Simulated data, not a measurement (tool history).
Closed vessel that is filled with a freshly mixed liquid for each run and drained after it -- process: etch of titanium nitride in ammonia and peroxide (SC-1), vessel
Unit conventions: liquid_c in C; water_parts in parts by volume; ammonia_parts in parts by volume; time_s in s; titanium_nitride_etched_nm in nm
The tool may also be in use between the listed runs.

| run | hour | liquid_c | water_parts | ammonia_parts | time_s | titanium_nitride_etched_nm |
|---|---|---|---|---|---|---|
| 1 | 0.0 | 49.0 | 8.0 | 0.4 | 175 | 11.8790 |
| 2 | 6.5 | 49.0 | 8.0 | 0.4 | 175 | 11.9460 |
| 3 | 8.2 | 49.0 | 8.0 | 0.4 | 175 | 11.8380 |
| 4 | 15.1 | 48.5 | 8.0 | 0.4 | 175 | 11.4130 |
| 5 | 15.9 | 48.0 | 8.0 | 0.4 | 175 | 11.1640 |
| 6 | 22.5 | 47.5 | 8.0 | 0.4 | 175 | 10.6480 |
| 7 | 29.2 | 47.0 | 8.0 | 0.4 | 175 | 10.3180 |

Run 8, settings as shown, results not yet in. Your forecast:
| 8 | 36.5 | 46.5 | 8.0 | 0.4 | 175 | ? |

Run 8 came out at titanium_nitride_etched_nm 9.9535 nm.

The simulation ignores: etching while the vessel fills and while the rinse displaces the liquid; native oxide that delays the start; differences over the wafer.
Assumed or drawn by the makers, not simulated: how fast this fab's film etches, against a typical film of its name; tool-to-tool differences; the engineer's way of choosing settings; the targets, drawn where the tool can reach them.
